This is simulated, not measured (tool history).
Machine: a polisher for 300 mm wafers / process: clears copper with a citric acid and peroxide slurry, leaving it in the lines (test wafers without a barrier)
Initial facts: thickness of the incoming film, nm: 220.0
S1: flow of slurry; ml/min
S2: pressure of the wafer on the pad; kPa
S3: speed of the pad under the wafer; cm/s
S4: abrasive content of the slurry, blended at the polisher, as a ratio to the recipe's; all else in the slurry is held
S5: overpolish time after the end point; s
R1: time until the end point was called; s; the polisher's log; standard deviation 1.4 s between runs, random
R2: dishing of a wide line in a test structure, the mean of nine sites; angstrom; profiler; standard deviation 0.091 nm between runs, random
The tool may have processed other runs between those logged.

run,day,S1,S2,S3,S4,S5,R1,R2
1,0,135,23.4,112,1,8,71.156,173.9
2,0.317,150,23.4,112,1,8,71.396,177.29
3,0.446,150,23.4,112,1,5,68.437,112.74
4,0.483,150,23.4,84,1,5,95.52,85.114
5,0.8,150,23.4,84,1,7,93.928,123.29
6,1.058,150,18.6,84,1,7,105.69,107.63
7,1.192,150,19.3,86,1,6,103.62,92.843
8,1.262,165,24.8,86,0.95,3,87.619,57.147
9,1.496,155,24.8,86,0.95,3,88.801,57.053

Estimate the outcome of run 10 from the log above:
10,1.729,155,24.8,86,0.95,3,?,?

{"run 10": {"R1": 85.742, "R2": 56.808}}

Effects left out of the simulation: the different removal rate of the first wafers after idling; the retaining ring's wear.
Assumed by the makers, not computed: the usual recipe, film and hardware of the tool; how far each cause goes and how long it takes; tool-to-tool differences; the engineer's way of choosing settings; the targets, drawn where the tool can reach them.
